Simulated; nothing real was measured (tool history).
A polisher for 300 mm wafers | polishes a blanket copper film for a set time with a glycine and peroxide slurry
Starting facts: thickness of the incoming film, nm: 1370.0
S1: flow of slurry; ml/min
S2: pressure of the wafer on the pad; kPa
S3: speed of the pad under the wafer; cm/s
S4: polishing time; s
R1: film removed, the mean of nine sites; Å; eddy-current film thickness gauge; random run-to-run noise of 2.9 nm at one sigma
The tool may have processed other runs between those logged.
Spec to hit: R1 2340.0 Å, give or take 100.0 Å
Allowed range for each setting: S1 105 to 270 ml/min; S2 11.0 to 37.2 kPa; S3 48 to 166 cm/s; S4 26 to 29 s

run 1 day=0.000 | S1=175 S2=24.1 S3=106 S4=29 | R1=1881.7
run 2 day=0.100 | S1=175 S2=24.1 S3=106 S4=26 | R1=1682.2
run 3 day=0.400 | S1=140 S2=24.1 S3=106 S4=26 | R1=1599.7
run 4 day=0.529 | S1=140 S2=24.1 S3=116 S4=26 | R1=1682.1
run 5 day=0.775 | S1=175 S2=24.1 S3=116 S4=26 | R1=1736.8
run 6 day=1.104 | S1=175 S2=26.2 S3=116 S4=26 | R1=1864.9
run 7 day=1.446 | S1=180 S2=28.3 S3=118 S4=26 | R1=1991.7
run 8 day=1.625 | S1=185 S2=29.6 S3=120 S4=26 | R1=2045.6
run 9 day=1.779 | S1=190 S2=31.0 S3=122 S4=26 | R1=2193.7
run 10 day=1.950 | S1=195 S2=31.7 S3=122 S4=26 | R1=2210.9

Which of these 5 next moves meets every target?
run A day=2.121 | S1=180 S2=29.6 S3=114 S4=26 | R1=?
run B day=2.121 | S1=225 S2=30.3 S3=110 S4=26 | R1=?
run C day=2.121 | S1=210 S2=33.1 S3=106 S4=26 | R1=?
run D day=2.121 | S1=230 S2=24.1 S3=126 S4=28 | R1=?
run E day=2.121 | S1=195 S2=33.8 S3=118 S4=27 | R1=?

move=A R1=2008.7
move=B R1=2051.1
move=C R1=2118.9
move=D R1=2054.6
move=E R1=2361.2
A: further off than the last run
B: further off than the last run
C: further off than the last run
D: further off than the last run
E: meets every target
Correct choice: E, which meets every target

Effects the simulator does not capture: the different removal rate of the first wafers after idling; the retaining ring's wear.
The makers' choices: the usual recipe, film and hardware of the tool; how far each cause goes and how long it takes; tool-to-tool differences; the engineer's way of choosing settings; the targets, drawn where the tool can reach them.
